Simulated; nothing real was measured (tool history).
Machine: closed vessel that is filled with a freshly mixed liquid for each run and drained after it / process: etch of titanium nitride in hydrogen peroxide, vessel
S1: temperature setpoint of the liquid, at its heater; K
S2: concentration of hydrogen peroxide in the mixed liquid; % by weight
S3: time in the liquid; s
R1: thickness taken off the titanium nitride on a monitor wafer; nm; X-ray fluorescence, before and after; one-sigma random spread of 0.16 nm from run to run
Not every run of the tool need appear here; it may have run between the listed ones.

run    day      S1    S2   S3      R1
  1      0  316.15    20  940  14.418
  2  0.346  319.65    20  940  18.791
  3  0.646  319.65  21.5  940  19.026
  4  0.862  319.65  21.5  940  19.093
  5  1.183  321.65  21.5  940  22.086
  6  1.283  325.15  21.5  940  28.533

The next listed run, before its measurement:
  7  1.654  325.65  21.5  940   ?

R1: 29.162 nm
